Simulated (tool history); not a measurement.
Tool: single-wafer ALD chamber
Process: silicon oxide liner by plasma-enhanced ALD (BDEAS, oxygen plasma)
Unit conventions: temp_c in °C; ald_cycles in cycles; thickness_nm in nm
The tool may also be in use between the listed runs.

run    day  temp_c  ald_cycles  thickness_nm
  1  0.000     320          37        3.6461
  2  0.183     320          40        3.9516
  3  0.488     320          43        4.2581
  4  0.788     325          43        4.2543
  5  1.121     317          43        4.2508
  6  1.158     317          39        3.8725
  7  1.267     329          33        3.2287

The next listed run, before its measurement:
  8  1.629     330          31             ?

{"run 8": {"thickness_nm": 3.0168}}

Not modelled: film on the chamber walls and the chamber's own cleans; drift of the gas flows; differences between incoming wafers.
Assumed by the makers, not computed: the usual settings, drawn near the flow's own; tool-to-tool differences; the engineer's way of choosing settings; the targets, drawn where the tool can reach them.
